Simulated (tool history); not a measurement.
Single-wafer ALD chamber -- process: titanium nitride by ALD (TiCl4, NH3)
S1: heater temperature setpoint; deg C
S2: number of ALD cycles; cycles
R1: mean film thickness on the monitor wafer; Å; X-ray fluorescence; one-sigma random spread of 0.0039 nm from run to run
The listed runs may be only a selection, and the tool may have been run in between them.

Run 1, hour 0.0: S1 385 deg C, S2 71 cycles, NH3 pulse time (s) 1.78. Result: R1 14.445 Å.
Run 2, hour 7.9: S1 381 deg C, S2 71 cycles, NH3 pulse time (s) 1.59. Result: R1 14.180 Å.
Run 3, hour 9.8: S1 379 deg C, S2 71 cycles, NH3 pulse time (s) 1.44. Result: R1 14.029 Å.
Run 4, hour 17.5: S1 371 deg C, S2 71 cycles, NH3 pulse time (s) 1.44. Result: R1 13.845 Å.
Run 5, hour 24.0: S1 369 deg C, S2 71 cycles, NH3 pulse time (s) 1.34. Result: R1 13.702 Å.
Run 6, hour 29.5: S1 369 deg C, S2 71 cycles, NH3 pulse time (s) 1.34. Result: R1 13.744 Å.
Run 7, hour 36.9: S1 368 deg C, S2 71 cycles, NH3 pulse time (s) 1.25. Result: R1 13.545 Å.
Run 8, hour 44.3: S1 367 deg C, S2 71 cycles, NH3 pulse time (s) 1.21. Result: R1 13.453 Å.
Run 9, hour 51.7: S1 367 deg C, S2 71 cycles, NH3 pulse time (s) 1.18. Result: R1 13.424 Å.
Run 10, hour 53.2: S1 367 deg C, S2 71 cycles, NH3 pulse time (s) 1.15. Result: R1 13.362 Å.
Run 11, hour 56.7: S1 367 deg C, S2 71 cycles, NH3 pulse time (s) 1.13. Result: R1 13.320 Å.
Run 12, hour 60.6: S1 367 deg C, S2 71 cycles, NH3 pulse time (s) 1.13. Result: R1 13.393 Å.

Run 13, settings as shown, results not yet in. Your forecast:
Run 13, hour 64.3: S1 367 deg C, S2 71 cycles, NH3 pulse time (s) 1.11. Result: R1 ?.

{"run 13": {"R1": 13.249}}

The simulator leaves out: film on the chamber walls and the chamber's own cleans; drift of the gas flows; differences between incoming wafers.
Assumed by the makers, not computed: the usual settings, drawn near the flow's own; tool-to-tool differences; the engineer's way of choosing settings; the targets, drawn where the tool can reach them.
